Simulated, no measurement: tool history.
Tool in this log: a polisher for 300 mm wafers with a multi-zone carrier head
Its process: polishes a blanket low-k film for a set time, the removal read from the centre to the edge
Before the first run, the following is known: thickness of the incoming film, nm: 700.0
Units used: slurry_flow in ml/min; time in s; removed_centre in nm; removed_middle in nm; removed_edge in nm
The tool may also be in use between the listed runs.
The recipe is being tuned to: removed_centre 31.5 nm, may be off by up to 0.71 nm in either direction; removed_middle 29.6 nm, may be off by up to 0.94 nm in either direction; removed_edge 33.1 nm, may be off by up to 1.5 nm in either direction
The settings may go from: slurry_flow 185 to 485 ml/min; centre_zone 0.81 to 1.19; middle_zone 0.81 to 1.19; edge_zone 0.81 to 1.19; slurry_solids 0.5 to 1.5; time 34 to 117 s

Run 1, hour 0: slurry_flow 310 ml/min, centre_zone 1, middle_zone 1, edge_zone 1, slurry_solids 1, time 75 s. Result: removed_centre 39.314 nm, removed_middle 43.461 nm, removed_edge 42.055 nm.
Run 2, hour 8.4: slurry_flow 310 ml/min, centre_zone 0.92, middle_zone 1, edge_zone 1, slurry_solids 1, time 75 s. Result: removed_centre 35.808 nm, removed_middle 43.741 nm, removed_edge 42.342 nm.
Run 3, hour 10.5: slurry_flow 310 ml/min, centre_zone 0.95, middle_zone 1, edge_zone 1, slurry_solids 1, time 75 s. Result: removed_centre 36.886 nm, removed_middle 43.685 nm, removed_edge 41.101 nm.
Run 4, hour 18: slurry_flow 310 ml/min, centre_zone 0.95, middle_zone 1, edge_zone 1, slurry_solids 1, time 62 s. Result: removed_centre 30.713 nm, removed_middle 36.058 nm, removed_edge 34.82 nm.
Run 5, hour 26.4: slurry_flow 310 ml/min, centre_zone 0.95, middle_zone 1.03, edge_zone 1, slurry_solids 1, time 62 s. Result: removed_centre 31.039 nm, removed_middle 36.644 nm, removed_edge 35.858 nm.
Run 6, hour 29.6: slurry_flow 310 ml/min, centre_zone 0.9, middle_zone 1.03, edge_zone 1, slurry_solids 1, time 62 s. Result: removed_centre 29.387 nm, removed_middle 36.025 nm, removed_edge 35.131 nm.
Run 7, hour 30.9: slurry_flow 310 ml/min, centre_zone 0.93, middle_zone 1, edge_zone 1.02, slurry_solids 0.95, time 62 s. Result: removed_centre 29.062 nm, removed_middle 35.387 nm, removed_edge 34.846 nm.
Run 8, hour 38.9: slurry_flow 310 ml/min, centre_zone 0.96, middle_zone 0.98, edge_zone 1.04, slurry_solids 0.95, time 61 s. Result: removed_centre 29.992 nm, removed_middle 34.251 nm, removed_edge 34.319 nm.
Run 9, hour 41: slurry_flow 310 ml/min, centre_zone 0.97, middle_zone 0.96, edge_zone 1.05, slurry_solids 0.95, time 61 s. Result: removed_centre 30.531 nm, removed_middle 33.875 nm, removed_edge 34.5 nm.
Run 10, hour 49.7: slurry_flow 305 ml/min, centre_zone 0.98, middle_zone 0.94, edge_zone 1.06, slurry_solids 0.95, time 61 s. Result: removed_centre 30.333 nm, removed_middle 32.513 nm, removed_edge 35.069 nm.

Which of these 5 next moves meets every target?
Run A, hour 58.4: slurry_flow 295 ml/min, centre_zone 1.06, middle_zone 0.81, edge_zone 1.11, slurry_solids 1.1, time 59 s. Result: removed_centre ?, removed_middle ?, removed_edge ?.
Run B, hour 58.4: slurry_flow 240 ml/min, centre_zone 1.16, middle_zone 0.83, edge_zone 1.1, slurry_solids 1.05, time 56 s. Result: removed_centre ?, removed_middle ?, removed_edge ?.
Run C, hour 58.4: slurry_flow 280 ml/min, centre_zone 1.07, middle_zone 0.83, edge_zone 1.12, slurry_solids 1, time 61 s. Result: removed_centre ?, removed_middle ?, removed_edge ?.
Run D, hour 58.4: slurry_flow 275 ml/min, centre_zone 0.99, middle_zone 0.81, edge_zone 1.19, slurry_solids 1.05, time 61 s. Result: removed_centre ?, removed_middle ?, removed_edge ?.
Run E, hour 58.4: slurry_flow 335 ml/min, centre_zone 1.03, middle_zone 0.84, edge_zone 0.98, slurry_solids 0.75, time 67 s. Result: removed_centre ?, removed_middle ?, removed_edge ?.

move  removed_centre  removed_middle  removed_edge
   A          33.787          29.922        36.383
   B          33.496          27.783        33.159
   C          33.658          30.143        36.116
   D           31.82          30.131        37.915
   E          31.733          29.732        33.076
A: brings the result that was furthest off to its target, and leaves another outside
B: carries the result that was furthest off beyond its target, to the other side
C: brings the result that was furthest off to its target, and leaves another outside
D: brings the result that was furthest off to its target, and leaves another outside
E: hits every target within its allowed miss
Correct choice: E, which meets every target
